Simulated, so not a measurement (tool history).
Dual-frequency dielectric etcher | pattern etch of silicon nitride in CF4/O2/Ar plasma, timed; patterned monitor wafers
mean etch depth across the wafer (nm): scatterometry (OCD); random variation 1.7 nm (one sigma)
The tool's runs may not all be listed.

run  hour  source power (W)  bias power (W)  Ar flow (sccm)  CF4 flow (sccm)  etch time (s)  mean etch depth across the wafer (nm)
  1   0.0               720              37              86              124          149.5                                 344.34
  2   2.2               730              37              86              124          149.5                                 349.02
  3   3.3               740              37              86              124          149.5                                 351.95
  4   6.4               740              37             100              124          149.5                                 341.49
  5  11.7               740              37             100              124          155.5                                 355.31
     18.4  -- bias power generator calibrated
  6  18.4               750              37             100              124          155.5                                 358.50

Run 7 comes next. What will it give?
  7  19.1               760              37             100              124          155.5                                      ?

Run 7 gave mean etch depth across the wafer (nm) 362.12.
